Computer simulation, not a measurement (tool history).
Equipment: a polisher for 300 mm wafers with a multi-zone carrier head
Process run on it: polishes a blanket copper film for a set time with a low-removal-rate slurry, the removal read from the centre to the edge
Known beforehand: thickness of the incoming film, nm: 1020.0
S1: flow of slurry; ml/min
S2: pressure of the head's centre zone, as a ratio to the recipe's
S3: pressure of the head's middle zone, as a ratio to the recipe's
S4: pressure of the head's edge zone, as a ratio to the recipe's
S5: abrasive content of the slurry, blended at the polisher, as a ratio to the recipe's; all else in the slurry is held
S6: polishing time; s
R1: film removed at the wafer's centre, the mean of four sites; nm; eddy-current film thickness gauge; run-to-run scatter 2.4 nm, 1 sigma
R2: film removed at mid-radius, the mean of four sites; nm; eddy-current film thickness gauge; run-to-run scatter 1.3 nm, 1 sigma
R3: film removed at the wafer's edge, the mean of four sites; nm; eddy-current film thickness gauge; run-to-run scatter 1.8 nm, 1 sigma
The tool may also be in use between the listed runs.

run	hour	S1	S2	S3	S4	S5	S6	R1	R2	R3
1	0.0	205	1.00	1.00	1.00	1.00	72	249.46	257.02	250.46
2	7.5	195	1.00	0.96	1.00	0.90	68	234.51	228.31	231.33
3	16.1	195	1.00	0.96	1.06	0.90	68	224.11	230.91	238.66
4	19.9	190	1.00	0.93	1.05	0.80	65	214.19	203.94	217.29
5	28.1	190	1.07	0.93	1.05	0.80	65	218.48	207.06	214.77
6	32.3	185	1.06	0.91	1.06	0.75	63	213.75	192.41	207.36
7	35.2	180	1.04	0.90	1.07	0.70	61	193.37	179.76	201.99
8	35.9	175	1.03	0.89	1.05	0.65	60	190.18	171.17	191.65
9	38.7	170	1.01	0.88	1.04	0.60	59	177.39	163.88	183.45
10	45.8	165	1.01	0.87	1.03	0.60	59	177.38	161.33	182.79

The next listed run, before its measurement:
11	52.9	160	1.01	0.86	1.02	0.60	59	?	?	?

R1: 177.36 nm
R2: 160.49 nm
R3: 182.59 nm

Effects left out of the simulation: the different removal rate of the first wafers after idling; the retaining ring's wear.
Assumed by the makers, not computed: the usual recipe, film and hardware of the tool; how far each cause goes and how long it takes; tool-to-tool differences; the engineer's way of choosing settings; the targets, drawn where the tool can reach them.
